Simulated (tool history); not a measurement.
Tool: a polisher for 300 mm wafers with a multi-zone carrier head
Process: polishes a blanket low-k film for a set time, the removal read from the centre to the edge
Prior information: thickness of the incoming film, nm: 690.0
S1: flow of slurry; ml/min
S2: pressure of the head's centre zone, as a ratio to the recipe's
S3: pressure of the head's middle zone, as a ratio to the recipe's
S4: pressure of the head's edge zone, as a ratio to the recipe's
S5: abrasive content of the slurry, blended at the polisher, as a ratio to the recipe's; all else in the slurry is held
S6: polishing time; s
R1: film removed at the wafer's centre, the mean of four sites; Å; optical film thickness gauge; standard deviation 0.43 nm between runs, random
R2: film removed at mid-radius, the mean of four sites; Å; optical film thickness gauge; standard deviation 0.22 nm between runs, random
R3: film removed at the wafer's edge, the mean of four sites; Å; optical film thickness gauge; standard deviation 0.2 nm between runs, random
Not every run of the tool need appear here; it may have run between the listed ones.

{"run": 1, "hour": 0.0, "S1": 130, "S2": 1, "S3": 1, "S4": 1, "S5": 1, "S6": 53, "R1": 262.98, "R2": 264.68, "R3": 262.63}
{"run": 2, "hour": 4.1, "S1": 115, "S2": 1, "S3": 1, "S4": 1, "S5": 1, "S6": 53, "R1": 242.85, "R2": 252.13, "R3": 258.78}
{"run": 3, "hour": 9.1, "S1": 115, "S2": 1, "S3": 1, "S4": 1, "S5": 1.2, "S6": 53, "R1": 273.54, "R2": 274.72, "R3": 278.94}
{"run": 4, "hour": 16.5, "S1": 115, "S2": 0.93, "S3": 1, "S4": 1, "S5": 1.2, "S6": 53, "R1": 254.74, "R2": 276.21, "R3": 279.58}
{"run": 5, "hour": 17.9, "S1": 115, "S2": 0.93, "S3": 1, "S4": 1, "S5": 1.2, "S6": 58, "R1": 270.27, "R2": 297.34, "R3": 305.01}
{"run": 6, "hour": 25.6, "S1": 115, "S2": 0.95, "S3": 0.98, "S4": 1, "S5": 1.2, "S6": 58, "R1": 284.01, "R2": 299.83, "R3": 307.85}

Expected results for the next run?
{"run": 7, "hour": 34.5, "S1": 95, "S2": 1, "S3": 0.88, "S4": 1.02, "S5": 1.2, "S6": 58, "R1": "?", "R2": "?", "R3": "?"}

For run 7 the tool returned R1 280.99 Å, R2 257.03 Å, R3 297.33 Å.
